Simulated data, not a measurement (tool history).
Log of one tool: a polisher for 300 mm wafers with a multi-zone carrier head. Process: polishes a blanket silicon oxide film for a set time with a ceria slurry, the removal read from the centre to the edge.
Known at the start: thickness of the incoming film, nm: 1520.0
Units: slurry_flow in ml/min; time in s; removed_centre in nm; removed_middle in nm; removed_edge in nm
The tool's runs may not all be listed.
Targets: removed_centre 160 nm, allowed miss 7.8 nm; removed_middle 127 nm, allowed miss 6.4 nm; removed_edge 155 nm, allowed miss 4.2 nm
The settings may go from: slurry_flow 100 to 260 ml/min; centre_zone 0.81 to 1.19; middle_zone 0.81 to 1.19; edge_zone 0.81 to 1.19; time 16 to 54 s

| run | hour | slurry_flow | centre_zone | middle_zone | edge_zone | time | removed_centre | removed_middle | removed_edge |
|---|---|---|---|---|---|---|---|---|---|
| 1 | 0 | 165 | 1 | 1 | 1 | 35 | 185.11 | 192.11 | 189.09 |
| 2 | 6.8 | 160 | 1.01 | 0.98 | 1 | 34 | 182.16 | 184.44 | 182.25 |
| 3 | 10.3 | 155 | 1.02 | 0.96 | 1.02 | 33 | 175.84 | 171.38 | 176.62 |
| 4 | 12.1 | 155 | 1.06 | 0.96 | 1.02 | 33 | 182.73 | 173.91 | 178.73 |
| 5 | 15.6 | 150 | 1.06 | 0.94 | 1.02 | 33 | 180.29 | 165.57 | 176.42 |
| 6 | 22.8 | 150 | 1.11 | 0.94 | 1.02 | 33 | 188.4 | 166.21 | 176.51 |
| 7 | 25.9 | 145 | 1.11 | 0.93 | 1.02 | 33 | 189.37 | 163.95 | 177.41 |
| 8 | 28.1 | 110 | 1.07 | 0.83 | 0.99 | 28 | 136.77 | 120.09 | 138.63 |
| 9 | 36.2 | 115 | 1.07 | 0.83 | 1 | 28 | 139.96 | 118.43 | 143.15 |
| 10 | 39.2 | 120 | 1.07 | 0.83 | 1 | 28 | 148.4 | 119.23 | 142.63 |
| 11 | 47.1 | 120 | 1.07 | 0.83 | 1.01 | 28 | 144.4 | 120.43 | 144.46 |
| 12 | 56.1 | 125 | 1.07 | 0.83 | 1.01 | 28 | 148.07 | 123.17 | 145.96 |
| 13 | 63.6 | 135 | 1.07 | 0.82 | 1.03 | 28 | 152.24 | 122.9 | 148.42 |

4 next moves are on the table. One of them brings every result within its allowed miss. Which?
| A | 71.1 | 100 | 1.09 | 0.81 | 1.09 | 32 | ? | ? | ? |
| B | 71.1 | 100 | 1.02 | 0.84 | 1.05 | 31 | ? | ? | ? |
| C | 71.1 | 100 | 0.99 | 0.81 | 1.05 | 32 | ? | ? | ? |
| D | 71.1 | 160 | 1.14 | 0.85 | 1.16 | 27 | ? | ? | ? |

| move | removed_centre | removed_middle | removed_edge |
|---|---|---|---|
| A | 157.15 | 127.49 | 162.92 |
| B | 142.42 | 127.28 | 154.85 |
| C | 142.63 | 127.56 | 159.91 |
| D | 160.03 | 126.68 | 154.66 |
A: takes the result that was furthest off past its target
B: brings the result that was furthest off to its target, and leaves another outside
C: takes the result that was furthest off past its target
D: meets every target
Answer: D
